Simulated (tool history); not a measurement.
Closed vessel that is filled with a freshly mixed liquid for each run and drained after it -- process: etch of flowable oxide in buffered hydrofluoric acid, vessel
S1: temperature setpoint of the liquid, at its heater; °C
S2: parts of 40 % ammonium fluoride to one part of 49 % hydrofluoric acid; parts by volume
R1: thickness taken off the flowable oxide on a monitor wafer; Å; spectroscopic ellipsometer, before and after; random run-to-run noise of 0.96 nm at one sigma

run 1 hour=0.0 | S1=21.0 S2=11.5 time_in_the_liquid_(s)=90 | R1=2193.2
run 2 hour=2.6 | S1=21.0 S2=11.5 time_in_the_liquid_(s)=95 | R1=2330.4
run 3 hour=4.1 | S1=21.0 S2=11.5 time_in_the_liquid_(s)=95 | R1=2304.8
run 4 hour=8.2 | S1=21.0 S2=14.5 time_in_the_liquid_(s)=95 | R1=1843.3
run 5 hour=8.9 | S1=23.0 S2=14.5 time_in_the_liquid_(s)=95 | R1=2052.0
run 6 hour=15.7 | S1=24.5 S2=14.5 time_in_the_liquid_(s)=95 | R1=2234.1

Run 7, settings as shown, results not yet in. Your forecast:
run 7 hour=22.1 | S1=25.5 S2=14.5 time_in_the_liquid_(s)=95 | R1=?

{"run 7": {"R1": 2362.5}}
